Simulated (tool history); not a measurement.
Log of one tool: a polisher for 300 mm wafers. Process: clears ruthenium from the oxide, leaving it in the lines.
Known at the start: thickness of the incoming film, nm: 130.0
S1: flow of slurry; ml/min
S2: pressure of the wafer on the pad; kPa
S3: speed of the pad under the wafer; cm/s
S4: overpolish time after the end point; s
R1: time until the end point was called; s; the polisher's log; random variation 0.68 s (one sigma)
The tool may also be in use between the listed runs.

run 1 hour=0.0 | S1=200 S2=9.7 S3=110 S4=9 | R1=106.770
run 2 hour=3.8 | S1=200 S2=9.7 S3=110 S4=7 | R1=107.960
run 3 hour=8.5 | S1=200 S2=10.3 S3=110 S4=7 | R1=101.820
run 4 hour=13.1 | S1=200 S2=10.3 S3=96 S4=7 | R1=114.780
run 5 hour=15.8 | S1=200 S2=11.0 S3=98 S4=7 | R1=104.810
run 6 hour=23.7 | S1=200 S2=11.0 S3=86 S4=7 | R1=120.420
run 7 hour=26.7 | S1=200 S2=11.7 S3=88 S4=7 | R1=112.920
run 8 hour=30.7 | S1=200 S2=12.4 S3=92 S4=7 | R1=98.423
run 9 hour=33.7 | S1=210 S2=15.2 S3=100 S4=7 | R1=74.673
run 10 hour=42.6 | S1=210 S2=15.2 S3=100 S4=7 | R1=74.699
run 11 hour=44.8 | S1=210 S2=15.2 S3=102 S4=7 | R1=74.747

Run 12 comes next. What will it give?
run 12 hour=48.1 | S1=210 S2=15.2 S3=104 S4=7 | R1=?

{"run 12": {"R1": 71.829}}
